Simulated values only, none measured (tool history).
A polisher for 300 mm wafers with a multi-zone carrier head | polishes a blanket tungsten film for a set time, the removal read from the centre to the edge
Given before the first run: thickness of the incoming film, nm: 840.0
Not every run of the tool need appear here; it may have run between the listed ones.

run,hour,flow of slurry (ml/min),pressure of the head's centre zone,pressure of the head's middle zone,pressure of the head's edge zone,abrasive content of the slurry,polishing time (s),film removed at the wafer's centre (angstrom),film removed at mid-radius (angstrom),film removed at the wafer's edge (angstrom)
1,0,190,1,1,1,1,37,1383.9,1376.4,1356.5
2,1.5,210,1,1,1,1,37,1418.7,1399.4,1325.7
3,7.8,215,0.99,0.99,0.99,0.95,36,1358,1335.5,1277.9
4,10.7,215,0.98,0.98,0.98,0.9,35,1294.1,1270.7,1254.9
5,17.5,215,0.92,0.98,0.98,0.9,35,1221,1257.1,1236.9
6,19.8,220,0.91,0.98,0.97,0.85,34,1153.9,1200.6,1179.6
7,26.8,225,0.91,0.97,0.96,0.8,33,1109.5,1184.2,1109.1
8,33.4,220,0.91,0.95,0.96,0.75,33,1090.2,1109.5,1125
9,39.5,220,0.91,0.95,0.95,0.7,33,1083.5,1100.8,1099.3
10,40.5,220,0.91,0.95,0.94,0.7,33,1083.3,1103.1,1102.8

Forecast run 11:
11,43.1,225,0.91,0.95,0.93,0.7,33,?,?,?

{"run 11": {"film removed at the wafer's centre (angstrom)": 1081, "film removed at mid-radius (angstrom)": 1124.3, "film removed at the wafer's edge (angstrom)": 1090.3}}
